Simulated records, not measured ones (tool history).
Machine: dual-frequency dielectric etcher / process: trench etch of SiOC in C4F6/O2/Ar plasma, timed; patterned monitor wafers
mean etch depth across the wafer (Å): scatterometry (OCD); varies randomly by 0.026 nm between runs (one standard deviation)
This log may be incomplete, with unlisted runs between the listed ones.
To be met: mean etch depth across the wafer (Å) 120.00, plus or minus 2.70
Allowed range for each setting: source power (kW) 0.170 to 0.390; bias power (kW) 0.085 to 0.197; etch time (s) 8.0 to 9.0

| run | hour | source power (kW) | bias power (kW) | etch time (s) | mean etch depth across the wafer (Å) |
|---|---|---|---|---|---|
| 1 | 0.0 | 0.280 | 0.141 | 9.0 | 153.75 |
| 2 | 5.1 | 0.280 | 0.153 | 9.0 | 157.82 |
| 3 | 14.1 | 0.270 | 0.145 | 9.0 | 152.54 |
| 4 | 18.5 | 0.260 | 0.139 | 9.0 | 148.23 |
| 5 | 22.3 | 0.250 | 0.134 | 9.0 | 143.14 |
| 6 | 23.6 | 0.280 | 0.134 | 9.0 | 150.68 |
| 7 | 25.9 | 0.270 | 0.130 | 9.0 | 146.98 |
| 8 | 28.5 | 0.260 | 0.127 | 9.0 | 143.77 |
| 9 | 30.6 | 0.250 | 0.124 | 9.0 | 139.60 |
| 10 | 32.8 | 0.240 | 0.122 | 9.0 | 136.73 |
| 11 | 40.8 | 0.230 | 0.120 | 9.0 | 133.12 |
| 12 | 44.4 | 0.220 | 0.119 | 9.0 | 130.25 |
| 13 | 47.6 | 0.210 | 0.118 | 9.0 | 127.62 |

Pick the move, out of 4, that brings all results within their allowed miss; only one does.
| A | 50.8 | 0.220 | 0.117 | 9.0 | ? |
| B | 50.8 | 0.210 | 0.100 | 8.5 | ? |
| C | 50.8 | 0.220 | 0.113 | 8.5 | ? |
| D | 50.8 | 0.190 | 0.155 | 8.5 | ? |

| move | mean etch depth across the wafer (Å) |
|---|---|
| A | 129.02 |
| B | 113.31 |
| C | 120.46 |
| D | 125.34 |
A: lands further from the targets than the last run did
B: moves the result that the last run missed by most past its target, out the other side
C: every result lands within tolerance
D: nearer the targets than the last run, but a result is still out of spec
C is the move that brings every result within its allowed miss.

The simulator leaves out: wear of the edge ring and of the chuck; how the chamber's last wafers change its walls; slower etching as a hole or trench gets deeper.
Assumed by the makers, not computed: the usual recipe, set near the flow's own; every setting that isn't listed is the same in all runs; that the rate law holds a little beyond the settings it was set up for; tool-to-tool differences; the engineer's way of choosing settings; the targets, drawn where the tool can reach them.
